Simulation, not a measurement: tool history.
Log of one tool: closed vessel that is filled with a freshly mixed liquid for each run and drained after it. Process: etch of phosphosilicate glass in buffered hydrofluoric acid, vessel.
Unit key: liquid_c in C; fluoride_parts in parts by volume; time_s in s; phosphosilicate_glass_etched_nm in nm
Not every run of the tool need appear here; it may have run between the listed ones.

run,hour,liquid_c,fluoride_parts,time_s,phosphosilicate_glass_etched_nm
1,0.0,21.0,23.5,85,126.77
2,3.9,21.5,23.5,85,130.79
3,6.3,21.5,26.5,85,119.93
4,13.7,23.0,26.5,85,130.96
5,17.2,23.5,26.5,85,134.33
6,25.0,24.0,26.5,85,138.68
7,28.2,24.5,26.5,85,141.42

Estimate the outcome of run 8 from the log above:
8,34.9,25.0,26.5,85,?

Logged for run 8: phosphosilicate_glass_etched_nm 145.88 nm.

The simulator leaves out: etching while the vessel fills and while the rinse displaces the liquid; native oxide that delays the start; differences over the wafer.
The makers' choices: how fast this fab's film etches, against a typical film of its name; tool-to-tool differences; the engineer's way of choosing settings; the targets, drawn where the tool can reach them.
